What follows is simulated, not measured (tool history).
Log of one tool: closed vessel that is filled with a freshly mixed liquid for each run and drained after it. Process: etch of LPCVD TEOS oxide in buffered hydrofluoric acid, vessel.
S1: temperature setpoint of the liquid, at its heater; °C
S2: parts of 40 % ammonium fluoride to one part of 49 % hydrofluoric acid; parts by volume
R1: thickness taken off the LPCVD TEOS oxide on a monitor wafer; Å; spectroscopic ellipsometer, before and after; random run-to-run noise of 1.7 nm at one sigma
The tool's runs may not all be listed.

run 1 day=0 | S1=22 S2=12.5 time_in_the_liquid_(s)=90 | R1=2982.9
run 2 day=0.271 | S1=19.5 S2=12.5 time_in_the_liquid_(s)=90 | R1=2587
run 3 day=0.438 | S1=17 S2=12.5 time_in_the_liquid_(s)=90 | R1=2226.2
run 4 day=0.679 | S1=17 S2=14.5 time_in_the_liquid_(s)=90 | R1=1957
run 5 day=0.838 | S1=17.5 S2=14.5 time_in_the_liquid_(s)=90 | R1=2013.7
run 6 day=1.104 | S1=17.5 S2=17.5 time_in_the_liquid_(s)=90 | R1=1658.8
run 7 day=1.217 | S1=19 S2=17.5 time_in_the_liquid_(s)=90 | R1=1817
run 8 day=1.583 | S1=20 S2=17.5 time_in_the_liquid_(s)=90 | R1=1884.5

Estimate the outcome of run 9 from the log above:
run 9 day=1.712 | S1=20.5 S2=17.5 time_in_the_liquid_(s)=90 | R1=?

R1: 2002.8 Å
